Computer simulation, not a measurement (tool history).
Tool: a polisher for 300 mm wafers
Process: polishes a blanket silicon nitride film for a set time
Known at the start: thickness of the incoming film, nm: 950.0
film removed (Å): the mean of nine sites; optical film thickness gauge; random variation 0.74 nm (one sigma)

run,day,flow of slurry (ml/min),pressure of the wafer on the pad (kPa),speed of the pad under the wafer (cm/s),polishing time (s),film removed (Å)
1,0.000,245,31.7,138,48,1301.50
2,0.250,245,26.2,130,48,1031.70
3,0.483,245,26.2,108,48,893.44
4,0.600,245,26.2,134,48,1072.50
5,0.838,245,26.2,120,48,993.16
6,1.112,245,22.1,116,48,828.39
7,1.217,245,20.0,116,48,777.61
8,1.575,245,18.6,116,48,729.84

Run 9 comes next. What will it give?
9,1.721,245,17.9,116,48,?

film removed (Å): 694.09

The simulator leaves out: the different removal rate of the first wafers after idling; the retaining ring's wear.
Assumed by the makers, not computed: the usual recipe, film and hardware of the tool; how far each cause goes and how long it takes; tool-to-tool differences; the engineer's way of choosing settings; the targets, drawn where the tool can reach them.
